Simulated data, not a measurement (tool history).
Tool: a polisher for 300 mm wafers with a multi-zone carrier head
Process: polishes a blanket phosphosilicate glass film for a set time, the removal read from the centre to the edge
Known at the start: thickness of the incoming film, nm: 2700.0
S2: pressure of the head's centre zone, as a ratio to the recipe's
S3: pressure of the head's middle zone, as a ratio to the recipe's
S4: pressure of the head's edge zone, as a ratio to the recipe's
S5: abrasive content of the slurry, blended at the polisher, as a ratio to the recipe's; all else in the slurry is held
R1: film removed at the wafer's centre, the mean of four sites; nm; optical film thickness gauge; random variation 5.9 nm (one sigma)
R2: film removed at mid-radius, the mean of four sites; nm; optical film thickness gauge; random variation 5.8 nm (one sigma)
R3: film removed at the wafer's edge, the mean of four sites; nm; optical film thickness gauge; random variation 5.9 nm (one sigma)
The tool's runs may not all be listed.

{"run": 1, "hour": 0.0, "flow of slurry (ml/min)": 240, "S2": 1, "S3": 1, "S4": 1, "S5": 1, "polishing time (s)": 67, "R1": 589.56, "R2": 613, "R3": 595.5}
{"run": 2, "hour": 8.6, "flow of slurry (ml/min)": 240, "S2": 1, "S3": 1, "S4": 0.98, "S5": 1, "polishing time (s)": 67, "R1": 593.08, "R2": 623.97, "R3": 598.43}
{"run": 3, "hour": 16.4, "flow of slurry (ml/min)": 240, "S2": 1, "S3": 1, "S4": 0.98, "S5": 1, "polishing time (s)": 52, "R1": 460.13, "R2": 477.73, "R3": 460.33}
{"run": 4, "hour": 21.1, "flow of slurry (ml/min)": 240, "S2": 1, "S3": 1.06, "S4": 0.98, "S5": 1, "polishing time (s)": 52, "R1": 460.83, "R2": 493.44, "R3": 454.45}
{"run": 5, "hour": 22.1, "flow of slurry (ml/min)": 240, "S2": 1, "S3": 1.06, "S4": 0.98, "S5": 1, "polishing time (s)": 37, "R1": 331.85, "R2": 357.7, "R3": 325.08}
{"run": 6, "hour": 30.3, "flow of slurry (ml/min)": 240, "S2": 1, "S3": 1.06, "S4": 0.98, "S5": 1.2, "polishing time (s)": 37, "R1": 351.32, "R2": 375.7, "R3": 345.83}
{"run": 7, "hour": 33.2, "flow of slurry (ml/min)": 245, "S2": 1.01, "S3": 1.07, "S4": 0.98, "S5": 1.25, "polishing time (s)": 39, "R1": 375.97, "R2": 409.81, "R3": 376.51}
{"run": 8, "hour": 35.1, "flow of slurry (ml/min)": 250, "S2": 1.03, "S3": 1.08, "S4": 0.99, "S5": 1.3, "polishing time (s)": 40, "R1": 402.94, "R2": 430.45, "R3": 389.27}
{"run": 9, "hour": 37.0, "flow of slurry (ml/min)": 255, "S2": 1.04, "S3": 1.09, "S4": 1, "S5": 1.3, "polishing time (s)": 41, "R1": 418.81, "R2": 446.36, "R3": 403.25}
{"run": 10, "hour": 38.0, "flow of slurry (ml/min)": 260, "S2": 1.05, "S3": 1.1, "S4": 1.01, "S5": 1.3, "polishing time (s)": 41, "R1": 414.46, "R2": 454.04, "R3": 395.82}
{"run": 11, "hour": 40.5, "flow of slurry (ml/min)": 260, "S2": 1.05, "S3": 1.1, "S4": 1.01, "S5": 1.3, "polishing time (s)": 42, "R1": 428.59, "R2": 460.83, "R3": 418.55}
{"run": 12, "hour": 44.5, "flow of slurry (ml/min)": 265, "S2": 1.06, "S3": 1.11, "S4": 1.02, "S5": 1.3, "polishing time (s)": 42, "R1": 443.58, "R2": 472.8, "R3": 420.09}
{"run": 13, "hour": 51.7, "flow of slurry (ml/min)": 270, "S2": 1.07, "S3": 1.11, "S4": 1.03, "S5": 1.3, "polishing time (s)": 42, "R1": 437.04, "R2": 470.48, "R3": 421.02}

The next listed run, before its measurement:
{"run": 14, "hour": 56.1, "flow of slurry (ml/min)": 275, "S2": 1.08, "S3": 1.11, "S4": 1.04, "S5": 1.3, "polishing time (s)": 42, "R1": "?", "R2": "?", "R3": "?"}

R1: 443.92 nm
R2: 465.24 nm
R3: 424.99 nm
